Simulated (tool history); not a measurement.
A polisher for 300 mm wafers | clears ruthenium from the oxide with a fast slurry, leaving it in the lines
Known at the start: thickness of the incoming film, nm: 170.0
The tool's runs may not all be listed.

run,hour,flow of slurry (ml/min),pressure of the wafer on the pad (psi),speed of the pad under the wafer (m/s),abrasive content of the slurry,overpolish time after the end point (s),time until the end point was called (s),dishing of a wide line in a test structure (angstrom)
1,0,245,2.6,1,1,13,38.067,463.58
2,6.4,245,2.6,1.26,1,13,32.506,528.5
3,10,245,2.6,1.26,1.2,13,30.095,551.04
4,14.2,245,2.6,1.1,1.2,13,32.56,503.73
5,19.7,245,2,1.1,1.2,13,38.091,454.07
6,23.2,240,2,1.1,1.2,15,39.239,498.67

Run 7 comes next. What will it give?
7,31.7,240,2,1.1,1.2,15,?,?

{"run 7": {"time until the end point was called (s)": 38.542, "dishing of a wide line in a test structure (angstrom)": 506.73}}
